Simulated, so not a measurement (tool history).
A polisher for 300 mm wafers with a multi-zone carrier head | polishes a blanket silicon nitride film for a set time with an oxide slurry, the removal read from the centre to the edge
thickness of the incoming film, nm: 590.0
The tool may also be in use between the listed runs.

run	hour	flow of slurry (ml/min)	pressure of the head's centre zone	pressure of the head's middle zone	pressure of the head's edge zone	abrasive content of the slurry	polishing time (s)	film removed at the wafer's centre (nm)	film removed at mid-radius (nm)	film removed at the wafer's edge (nm)
1	0.0	200	1.00	1.00	1.00	1.00	33	21.521	20.956	20.806
2	3.5	200	1.00	1.00	0.93	1.00	33	21.602	21.247	20.519
3	9.9	200	1.00	0.97	0.93	1.00	33	21.675	20.518	20.440
4	16.5	200	1.06	0.97	0.93	1.00	33	22.640	20.516	20.103
5	25.2	200	1.06	0.97	0.88	1.00	33	22.505	20.347	19.692
6	31.6	200	1.06	0.97	0.95	1.00	33	22.559	20.579	20.178
7	34.0	195	1.05	0.98	0.94	0.95	33	21.768	20.242	19.710
8	41.9	195	1.05	0.98	0.94	0.95	33	22.055	20.244	19.762
9	45.1	195	1.04	0.99	0.93	0.90	33	20.812	20.119	19.242
10	45.8	195	1.04	0.99	0.92	0.85	33	20.504	19.431	18.518

The next listed run, before its measurement:
11	52.4	195	1.03	0.99	0.91	0.80	33	?	?	?

Run 11 gave film removed at the wafer's centre (nm) 19.537, film removed at mid-radius (nm) 18.729, film removed at the wafer's edge (nm) 17.764.

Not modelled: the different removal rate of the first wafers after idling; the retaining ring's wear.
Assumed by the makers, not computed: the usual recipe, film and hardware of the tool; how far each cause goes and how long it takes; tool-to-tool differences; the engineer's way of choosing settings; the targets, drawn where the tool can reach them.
